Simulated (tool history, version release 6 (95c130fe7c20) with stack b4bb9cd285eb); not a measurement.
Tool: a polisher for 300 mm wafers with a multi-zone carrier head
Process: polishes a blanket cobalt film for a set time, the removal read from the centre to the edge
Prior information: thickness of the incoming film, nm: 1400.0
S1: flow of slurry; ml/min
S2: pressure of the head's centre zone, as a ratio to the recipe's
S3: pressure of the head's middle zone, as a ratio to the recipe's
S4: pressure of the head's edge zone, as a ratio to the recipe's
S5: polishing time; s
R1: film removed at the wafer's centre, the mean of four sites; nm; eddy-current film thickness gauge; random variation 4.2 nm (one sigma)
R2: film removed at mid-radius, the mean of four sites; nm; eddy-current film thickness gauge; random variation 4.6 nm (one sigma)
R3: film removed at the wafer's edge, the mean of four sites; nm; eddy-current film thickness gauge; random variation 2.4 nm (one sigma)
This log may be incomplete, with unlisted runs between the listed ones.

Run 1, hour 0: S1 160 ml/min, S2 1, S3 1, S4 1, S5 54 s. Result: R1 294.43 nm, R2 308.1 nm, R3 302.64 nm.
Run 2, hour 2.9: S1 160 ml/min, S2 1, S3 0.96, S4 1, S5 54 s. Result: R1 300.29 nm, R2 291.01 nm, R3 302.35 nm.
Run 3, hour 5.5: S1 160 ml/min, S2 1, S3 1.05, S4 1, S5 54 s. Result: R1 296.72 nm, R2 315.77 nm, R3 297.75 nm.
Run 4, hour 10.6: S1 175 ml/min, S2 0.97, S3 1, S4 1.06, S5 56 s. Result: R1 302.75 nm, R2 312.69 nm, R3 323.95 nm.
Run 5, hour 15.6: S1 155 ml/min, S2 0.97, S3 1, S4 1.06, S5 56 s. Result: R1 303.5 nm, R2 314.85 nm, R3 318.94 nm.
Run 6, hour 21.8: S1 180 ml/min, S2 0.97, S3 1, S4 1.06, S5 56 s. Result: R1 307.13 nm, R2 324.22 nm, R3 327.9 nm.
Run 7, hour 23.2: S1 195 ml/min, S2 0.94, S3 0.96, S4 1.1, S5 57 s. Result: R1 302.56 nm, R2 318.18 nm, R3 338.79 nm.
Run 8, hour 29: S1 200 ml/min, S2 0.92, S3 0.93, S4 1.13, S5 59 s. Result: R1 301.48 nm, R2 318.07 nm, R3 356.89 nm.

The next listed run, before its measurement:
Run 9, hour 34.4: S1 205 ml/min, S2 0.92, S3 0.92, S4 1.15, S5 60 s. Result: R1 ?, R2 ?, R3 ?.

{"run 9": {"R1": 316.69, "R2": 319.6, "R3": 369.75}}

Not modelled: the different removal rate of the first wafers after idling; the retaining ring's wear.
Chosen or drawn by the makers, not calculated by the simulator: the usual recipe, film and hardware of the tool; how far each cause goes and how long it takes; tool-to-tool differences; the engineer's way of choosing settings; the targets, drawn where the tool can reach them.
